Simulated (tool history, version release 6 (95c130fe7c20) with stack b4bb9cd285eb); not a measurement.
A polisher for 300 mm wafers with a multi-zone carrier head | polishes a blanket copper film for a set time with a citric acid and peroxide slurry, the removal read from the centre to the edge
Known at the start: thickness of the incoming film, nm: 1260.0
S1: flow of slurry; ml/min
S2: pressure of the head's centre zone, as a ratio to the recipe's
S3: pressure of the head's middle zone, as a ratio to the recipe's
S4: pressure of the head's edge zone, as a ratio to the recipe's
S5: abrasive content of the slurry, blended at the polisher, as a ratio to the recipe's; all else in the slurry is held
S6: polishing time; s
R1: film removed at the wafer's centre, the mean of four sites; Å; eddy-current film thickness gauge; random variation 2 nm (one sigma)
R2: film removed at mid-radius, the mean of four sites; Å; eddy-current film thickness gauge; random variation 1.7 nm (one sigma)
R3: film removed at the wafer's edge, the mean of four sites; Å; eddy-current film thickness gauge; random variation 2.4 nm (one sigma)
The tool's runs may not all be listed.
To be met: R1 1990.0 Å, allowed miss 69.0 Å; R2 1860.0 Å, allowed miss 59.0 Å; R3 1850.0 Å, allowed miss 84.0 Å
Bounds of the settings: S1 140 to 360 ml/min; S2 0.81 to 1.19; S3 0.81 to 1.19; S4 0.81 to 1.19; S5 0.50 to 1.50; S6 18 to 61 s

run 1 hour=0.0 | S1=230 S2=1.00 S3=1.00 S4=1.00 S5=1.00 S6=39 | R1=1282.7 R2=1307.7 R3=1272.3
run 2 hour=5.7 | S1=230 S2=1.00 S3=1.00 S4=1.07 S5=1.00 S6=39 | R1=1297.6 R2=1321.7 R3=1305.0
run 3 hour=13.0 | S1=235 S2=1.01 S3=1.00 S4=1.08 S5=1.10 S6=40 | R1=1373.9 R2=1372.3 R3=1382.4
run 4 hour=16.3 | S1=240 S2=1.03 S3=1.01 S4=1.09 S5=1.15 S6=41 | R1=1455.0 R2=1433.0 R3=1449.1
-- hour=24.6 worn pad replaced by a new one
run 5 hour=24.6 | S1=245 S2=1.05 S3=1.03 S4=1.10 S5=1.20 S6=42 | R1=1610.9 R2=1613.9 R3=1587.8
run 6 hour=29.3 | S1=255 S2=1.06 S3=1.03 S4=1.11 S5=1.20 S6=42 | R1=1661.5 R2=1610.1 R3=1580.3
run 7 hour=38.2 | S1=260 S2=1.07 S3=1.03 S4=1.12 S5=1.25 S6=42 | R1=1684.1 R2=1623.3 R3=1610.0
run 8 hour=42.4 | S1=260 S2=1.08 S3=1.04 S4=1.13 S5=1.30 S6=42 | R1=1704.6 R2=1615.8 R3=1634.1
run 9 hour=50.7 | S1=265 S2=1.09 S3=1.05 S4=1.14 S5=1.35 S6=42 | R1=1733.2 R2=1678.3 R3=1652.5

Which of these 4 next moves meets every target?
run A hour=59.0 | S1=245 S2=1.07 S3=1.10 S4=1.18 S5=1.40 S6=46 | R1=? R2=? R3=?
run B hour=59.0 | S1=225 S2=1.12 S3=1.05 S4=1.11 S5=1.40 S6=48 | R1=? R2=? R3=?
run C hour=59.0 | S1=160 S2=1.02 S3=0.87 S4=1.19 S5=1.50 S6=49 | R1=? R2=? R3=?
run D hour=59.0 | S1=305 S2=1.08 S3=1.12 S4=1.19 S5=1.30 S6=45 | R1=? R2=? R3=?

move=A R1=1852.6 R2=1849.3 R3=1868.6
move=B R1=1991.1 R2=1857.7 R3=1874.3
move=C R1=1769.0 R2=1637.4 R3=1928.6
move=D R1=1853.3 R2=1848.4 R3=1845.1
A: nearer than the last run, and not there yet
B: meets every target
C: as far off as the last run
D: nearer than the last run, and not there yet
Move B is the one to make.
